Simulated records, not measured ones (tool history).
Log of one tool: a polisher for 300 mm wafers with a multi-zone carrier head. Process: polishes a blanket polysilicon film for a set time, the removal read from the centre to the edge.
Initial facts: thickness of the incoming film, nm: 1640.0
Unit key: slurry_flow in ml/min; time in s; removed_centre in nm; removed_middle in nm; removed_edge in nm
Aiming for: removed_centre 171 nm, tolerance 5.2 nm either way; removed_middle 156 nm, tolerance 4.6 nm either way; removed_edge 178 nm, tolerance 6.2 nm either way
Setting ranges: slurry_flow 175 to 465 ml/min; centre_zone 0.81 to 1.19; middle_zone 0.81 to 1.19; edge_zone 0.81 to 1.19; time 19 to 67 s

{"run": 1, "hour": 0.0, "slurry_flow": 295, "centre_zone": 1, "middle_zone": 1, "edge_zone": 1, "time": 43, "removed_centre": 241.44, "removed_middle": 247.02, "removed_edge": 222.46}
{"run": 2, "hour": 0.7, "slurry_flow": 280, "centre_zone": 0.99, "middle_zone": 0.95, "edge_zone": 1.03, "time": 40, "removed_centre": 216.7, "removed_middle": 214.82, "removed_edge": 208.36}
{"run": 3, "hour": 8.9, "slurry_flow": 280, "centre_zone": 0.99, "middle_zone": 0.95, "edge_zone": 1.03, "time": 47, "removed_centre": 255.59, "removed_middle": 250.58, "removed_edge": 248.85}
{"run": 4, "hour": 14.5, "slurry_flow": 265, "centre_zone": 0.98, "middle_zone": 0.91, "edge_zone": 1.03, "time": 43, "removed_centre": 229.29, "removed_middle": 222.29, "removed_edge": 221.73}
{"run": 5, "hour": 15.3, "slurry_flow": 260, "centre_zone": 0.98, "middle_zone": 0.88, "edge_zone": 1.06, "time": 40, "removed_centre": 213.58, "removed_middle": 199.41, "removed_edge": 209.96}
{"run": 6, "hour": 18.1, "slurry_flow": 260, "centre_zone": 0.98, "middle_zone": 0.88, "edge_zone": 1.02, "time": 40, "removed_centre": 215.99, "removed_middle": 201.43, "removed_edge": 203.84}
{"hour": 24.0, "done": "edge zone pressure recalibrated"}
{"run": 7, "hour": 24.0, "slurry_flow": 255, "centre_zone": 0.97, "middle_zone": 0.86, "edge_zone": 1.04, "time": 38, "removed_centre": 200.79, "removed_middle": 187.9, "removed_edge": 207.44}
{"run": 8, "hour": 29.9, "slurry_flow": 245, "centre_zone": 0.97, "middle_zone": 0.85, "edge_zone": 1.03, "time": 36, "removed_centre": 189.2, "removed_middle": 172.72, "removed_edge": 193.67}
{"run": 9, "hour": 36.0, "slurry_flow": 240, "centre_zone": 0.96, "middle_zone": 0.84, "edge_zone": 1, "time": 35, "removed_centre": 182.76, "removed_middle": 168.23, "removed_edge": 187}
{"run": 10, "hour": 43.7, "slurry_flow": 230, "centre_zone": 0.96, "middle_zone": 0.83, "edge_zone": 0.99, "time": 35, "removed_centre": 181.2, "removed_middle": 163.86, "removed_edge": 184.45}
{"run": 11, "hour": 47.5, "slurry_flow": 220, "centre_zone": 0.95, "middle_zone": 0.83, "edge_zone": 0.98, "time": 35, "removed_centre": 176.51, "removed_middle": 163.39, "removed_edge": 179.9}
{"run": 12, "hour": 50.2, "slurry_flow": 210, "centre_zone": 0.95, "middle_zone": 0.82, "edge_zone": 0.98, "time": 35, "removed_centre": 173.77, "removed_middle": 161.58, "removed_edge": 180.8}

4 candidate next runs follow, results not yet known. Just one meets every target within its allowed miss. Identify it.
{"run": "A", "hour": 52.9, "slurry_flow": 175, "centre_zone": 0.9, "middle_zone": 0.83, "edge_zone": 0.91, "time": 37, "removed_centre": "?", "removed_middle": "?", "removed_edge": "?"}
{"run": "B", "hour": 52.9, "slurry_flow": 175, "centre_zone": 1.02, "middle_zone": 0.94, "edge_zone": 0.98, "time": 34, "removed_centre": "?", "removed_middle": "?", "removed_edge": "?"}
{"run": "C", "hour": 52.9, "slurry_flow": 220, "centre_zone": 0.94, "middle_zone": 0.81, "edge_zone": 0.99, "time": 34, "removed_centre": "?", "removed_middle": "?", "removed_edge": "?"}
{"run": "D", "hour": 52.9, "slurry_flow": 185, "centre_zone": 1.05, "middle_zone": 0.86, "edge_zone": 1.02, "time": 34, "removed_centre": "?", "removed_middle": "?", "removed_edge": "?"}

move=A removed_centre=171.16 removed_middle=164.61 removed_edge=180.98
move=B removed_centre=175.45 removed_middle=167.56 removed_edge=171.84
move=C removed_centre=170.95 removed_middle=154.43 removed_edge=178.24
move=D removed_centre=182.12 removed_middle=157.34 removed_edge=176.74
A: its largest miss is bigger than the last run's
B: its largest miss is bigger than the last run's
C: meets every target
D: puts the biggest miss on target and leaves a different result outside tolerance
Move C is the one to make.

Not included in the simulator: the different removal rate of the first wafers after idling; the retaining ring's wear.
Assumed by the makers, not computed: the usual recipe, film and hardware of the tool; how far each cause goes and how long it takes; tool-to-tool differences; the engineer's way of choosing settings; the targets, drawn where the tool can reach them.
